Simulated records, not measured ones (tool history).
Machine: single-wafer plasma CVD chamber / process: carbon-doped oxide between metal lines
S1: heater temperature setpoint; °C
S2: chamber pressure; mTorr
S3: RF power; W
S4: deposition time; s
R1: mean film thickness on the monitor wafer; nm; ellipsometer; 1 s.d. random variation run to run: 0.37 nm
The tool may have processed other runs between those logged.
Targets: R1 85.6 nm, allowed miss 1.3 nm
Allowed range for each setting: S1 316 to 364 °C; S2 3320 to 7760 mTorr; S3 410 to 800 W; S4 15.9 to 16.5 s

run 1 hour=0 | S1=340 S2=5540 S3=605 S4=15.9 | R1=95.717
run 2 hour=1.4 | S1=351 S2=5540 S3=605 S4=15.9 | R1=92.584
run 3 hour=9.3 | S1=352 S2=5420 S3=600 S4=15.9 | R1=92.323
run 4 hour=9.9 | S1=352 S2=5020 S3=600 S4=15.9 | R1=90.503
run 5 hour=13.5 | S1=353 S2=4930 S3=600 S4=15.9 | R1=90.469
run 6 hour=20 | S1=353 S2=4930 S3=630 S4=15.9 | R1=92.414
run 7 hour=25.3 | S1=354 S2=4790 S3=625 S4=15.9 | R1=91.464
run 8 hour=33.9 | S1=355 S2=4670 S3=620 S4=15.9 | R1=90.482

Consider the 5 candidate settings below. Which is the only one whose results all fall within their allowed miss of target?
run A hour=42.5 | S1=359 S2=4500 S3=535 S4=15.9 | R1=?
run B hour=42.5 | S1=358 S2=5260 S3=585 S4=16.5 | R1=?
run C hour=42.5 | S1=362 S2=4830 S3=540 S4=15.9 | R1=?
run D hour=42.5 | S1=364 S2=4570 S3=565 S4=16.2 | R1=?
run E hour=42.5 | S1=363 S2=4380 S3=565 S4=15.9 | R1=?

move=A R1=82.028
move=B R1=91.832
move=C R1=82.766
move=D R1=85.224
move=E R1=83.321
A: moves the result that the last run missed by most past its target, out the other side
B: the biggest miss grows against the last run
C: moves the result that the last run missed by most past its target, out the other side
D: all results in spec
E: moves the result that the last run missed by most past its target, out the other side
D meets every target.

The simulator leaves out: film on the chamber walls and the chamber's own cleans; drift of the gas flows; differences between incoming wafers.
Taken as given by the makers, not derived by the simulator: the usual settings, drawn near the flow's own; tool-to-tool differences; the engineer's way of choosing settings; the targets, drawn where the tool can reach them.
